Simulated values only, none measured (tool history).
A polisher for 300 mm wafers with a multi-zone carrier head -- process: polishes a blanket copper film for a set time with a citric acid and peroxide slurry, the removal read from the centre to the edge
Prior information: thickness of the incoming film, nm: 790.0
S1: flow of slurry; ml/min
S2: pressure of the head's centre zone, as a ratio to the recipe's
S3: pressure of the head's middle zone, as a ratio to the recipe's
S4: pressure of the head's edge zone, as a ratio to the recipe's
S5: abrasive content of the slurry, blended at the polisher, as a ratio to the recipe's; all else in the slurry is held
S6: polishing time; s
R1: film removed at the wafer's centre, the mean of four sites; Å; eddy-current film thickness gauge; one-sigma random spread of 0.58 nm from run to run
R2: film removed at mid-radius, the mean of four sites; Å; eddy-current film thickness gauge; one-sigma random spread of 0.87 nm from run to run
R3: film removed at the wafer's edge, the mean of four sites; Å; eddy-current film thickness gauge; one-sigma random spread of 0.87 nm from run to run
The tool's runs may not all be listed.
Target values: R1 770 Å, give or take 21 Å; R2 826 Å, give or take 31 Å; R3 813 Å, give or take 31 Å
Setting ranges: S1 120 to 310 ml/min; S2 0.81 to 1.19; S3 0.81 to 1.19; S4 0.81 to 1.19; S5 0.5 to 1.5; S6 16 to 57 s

run    day   S1    S2    S3    S4    S5  S6      R1      R2      R3
  1      0  200     1     1     1     1  36  566.32  573.22  602.17
  2  0.229  205  1.01  1.02  1.02  1.05  36  588.38  602.52  593.18
  3  0.429  235  1.01  1.02  1.02  1.05  36  596.35  598.78  607.19
  4  0.662  235  1.01  1.02  1.02   1.2  36  625.28  610.34  626.17
  5  0.725  235  1.01  1.07  1.02   1.2  36  617.67  639.28  626.06
  6  1.025  275  1.01  1.07  1.02   1.2  36  631.85  632.35  635.54
  7  1.142  270  1.01  1.08  1.03  1.25  37  649.75  677.52  659.91
  8  1.275  270  1.01  1.08  1.04   1.3  38  661.54   699.3  677.81
  9    1.4  270  1.01  1.08  1.05   1.3  39  685.58  696.91  699.45
 10  1.525  270  1.01  1.09  1.05   1.3  40  705.42  739.12  726.42
 11  1.858  285  1.05  1.15  1.15   1.5  40  758.24  798.93   769.8

Which one of the following 5 next-run settings gets every result inside its allowed miss? There is exactly one.
  A  2.192  310  0.98  1.19  1.07  1.5  43   ?   ?   ?
  B  2.192  235  0.94  1.03  1.19  1.5  46   ?   ?   ?
  C  2.192  290  1.08  1.13   1.1  1.2  45   ?   ?   ?
  D  2.192  305  0.98  1.08  1.05  1.5  43   ?   ?   ?
  E  2.192  295  0.85  1.19  1.19  1.5  45   ?   ?   ?

move      R1      R2      R3
   A  771.18  878.38  831.65
   B  767.54  844.99   911.4
   C  839.95  842.87   832.7
   D  769.59  831.01  825.41
   E  695.75  915.68   905.5
A: brings the result that was furthest off to its target, and leaves another outside
B: takes the biggest miss from the last run beyond its target
C: brings the result that was furthest off to its target, and leaves another outside
D: all results land within tolerance of their targets
E: takes the biggest miss from the last run beyond its target
D is the move that brings every result within its allowed miss.

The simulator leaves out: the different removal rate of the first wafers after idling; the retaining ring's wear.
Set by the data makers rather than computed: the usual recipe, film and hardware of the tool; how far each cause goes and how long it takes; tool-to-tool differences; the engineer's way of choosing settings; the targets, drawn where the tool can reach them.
